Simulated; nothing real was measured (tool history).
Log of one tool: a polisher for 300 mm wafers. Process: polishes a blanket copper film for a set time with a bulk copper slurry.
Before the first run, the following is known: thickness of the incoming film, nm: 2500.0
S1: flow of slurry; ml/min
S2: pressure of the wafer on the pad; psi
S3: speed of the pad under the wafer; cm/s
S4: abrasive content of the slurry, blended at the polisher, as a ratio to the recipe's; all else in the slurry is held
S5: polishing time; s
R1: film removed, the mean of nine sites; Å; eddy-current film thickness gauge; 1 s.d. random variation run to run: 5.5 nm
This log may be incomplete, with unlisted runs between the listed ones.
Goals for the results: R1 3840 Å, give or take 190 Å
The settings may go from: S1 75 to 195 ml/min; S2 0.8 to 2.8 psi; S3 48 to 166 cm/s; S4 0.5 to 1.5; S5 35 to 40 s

| run | hour | S1 | S2 | S3 | S4 | S5 | R1 |
|---|---|---|---|---|---|---|---|
| 1 | 0 | 125 | 1.8 | 106 | 1 | 40 | 2280.7 |
| 2 | 2.5 | 130 | 2 | 108 | 1 | 40 | 2513.7 |
| 3 | 3.3 | 130 | 2.2 | 110 | 1 | 40 | 2914 |
| 4 | 8.2 | 130 | 2.2 | 110 | 1 | 40 | 2859.8 |
| 5 | 15.4 | 130 | 2.2 | 110 | 1 | 40 | 2861 |
| 6 | 16.3 | 130 | 2.2 | 94 | 1 | 40 | 2554.7 |
| 7 | 19.8 | 130 | 2.4 | 96 | 1 | 40 | 2779.3 |
| 8 | 22.4 | 135 | 2.5 | 100 | 1 | 40 | 3086.4 |
| 9 | 30.9 | 135 | 2.6 | 102 | 1 | 40 | 3192.5 |
| 10 | 34.9 | 135 | 2.7 | 104 | 1 | 40 | 3369.1 |
| 11 | 39.7 | 140 | 2.7 | 106 | 1 | 40 | 3444.3 |

4 next moves are on the table. One of them brings every result within its allowed miss. Which?
| A | 44.5 | 165 | 2.7 | 96 | 0.9 | 35 | ? |
| B | 44.5 | 135 | 2.6 | 104 | 0.9 | 38 | ? |
| C | 44.5 | 140 | 2.6 | 124 | 0.95 | 40 | ? |
| D | 44.5 | 120 | 2.5 | 112 | 0.8 | 40 | ? |

| move | R1 |
|---|---|
| A | 2743.9 |
| B | 2963.1 |
| C | 3710.6 |
| D | 3039.9 |
A: lands further from the targets than the last run did
B: lands further from the targets than the last run did
C: all results land within tolerance of their targets
D: lands further from the targets than the last run did
So the answer is move C, the one that meets all the targets.
